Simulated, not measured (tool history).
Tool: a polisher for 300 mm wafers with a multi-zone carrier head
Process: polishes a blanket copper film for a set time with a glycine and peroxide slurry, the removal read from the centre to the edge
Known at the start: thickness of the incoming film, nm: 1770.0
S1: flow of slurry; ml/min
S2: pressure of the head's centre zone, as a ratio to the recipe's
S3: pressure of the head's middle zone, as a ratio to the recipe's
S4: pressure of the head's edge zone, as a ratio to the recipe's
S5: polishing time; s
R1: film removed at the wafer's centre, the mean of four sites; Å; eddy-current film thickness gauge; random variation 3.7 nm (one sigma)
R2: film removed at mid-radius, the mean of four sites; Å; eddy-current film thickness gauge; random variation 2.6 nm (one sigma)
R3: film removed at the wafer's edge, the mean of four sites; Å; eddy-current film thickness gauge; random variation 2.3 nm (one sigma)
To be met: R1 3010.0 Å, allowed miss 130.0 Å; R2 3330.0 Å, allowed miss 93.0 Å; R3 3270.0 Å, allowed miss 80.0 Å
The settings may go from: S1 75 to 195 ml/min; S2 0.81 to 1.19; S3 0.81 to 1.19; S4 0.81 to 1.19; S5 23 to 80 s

run 1 hour=0.0 | S1=125 S2=1.00 S3=1.00 S4=1.00 S5=51 | R1=2141.9 R2=2186.2 R3=2103.8
run 2 hour=4.0 | S1=130 S2=0.99 S3=1.01 S4=1.03 S5=54 | R1=2252.0 R2=2328.0 R3=2263.8
run 3 hour=11.9 | S1=130 S2=0.99 S3=1.01 S4=1.03 S5=47 | R1=2007.8 R2=2053.4 R3=2002.6
run 4 hour=14.4 | S1=135 S2=0.98 S3=1.02 S4=1.05 S5=51 | R1=2105.2 R2=2251.2 R3=2176.9
run 5 hour=21.7 | S1=135 S2=0.98 S3=1.02 S4=1.05 S5=56 | R1=2339.4 R2=2434.9 R3=2397.2
run 6 hour=25.4 | S1=135 S2=1.06 S3=1.02 S4=1.05 S5=56 | R1=2564.7 R2=2439.8 R3=2407.2
run 7 hour=30.0 | S1=170 S2=0.96 S3=1.09 S4=1.15 S5=68 | R1=2866.1 R2=3234.4 R3=3203.8
run 8 hour=34.7 | S1=175 S2=0.96 S3=1.09 S4=1.15 S5=68 | R1=2945.2 R2=3230.5 R3=3171.5

4 next moves are on the table. One of them brings every result within its allowed miss. Which?
run A hour=39.4 | S1=165 S2=0.97 S3=1.10 S4=1.16 S5=70 | R1=? R2=? R3=?
run B hour=39.4 | S1=195 S2=0.91 S3=1.14 S4=1.05 S5=72 | R1=? R2=? R3=?
run C hour=39.4 | S1=140 S2=0.93 S3=1.10 S4=1.03 S5=76 | R1=? R2=? R3=?
run D hour=39.4 | S1=140 S2=0.88 S3=1.05 S4=1.19 S5=70 | R1=? R2=? R3=?

move=A R1=3081.7 R2=3369.2 R3=3234.1
move=B R1=3067.3 R2=3649.4 R3=3227.2
move=C R1=3089.5 R2=3540.9 R3=3229.0
move=D R1=2690.7 R2=3165.1 R3=3201.8
A: meets every target
B: brings the result that was furthest off to its target, and leaves another outside
C: brings the result that was furthest off to its target, and leaves another outside
D: brings the result that was furthest off to its target, and leaves another outside
Move A is the one to make.

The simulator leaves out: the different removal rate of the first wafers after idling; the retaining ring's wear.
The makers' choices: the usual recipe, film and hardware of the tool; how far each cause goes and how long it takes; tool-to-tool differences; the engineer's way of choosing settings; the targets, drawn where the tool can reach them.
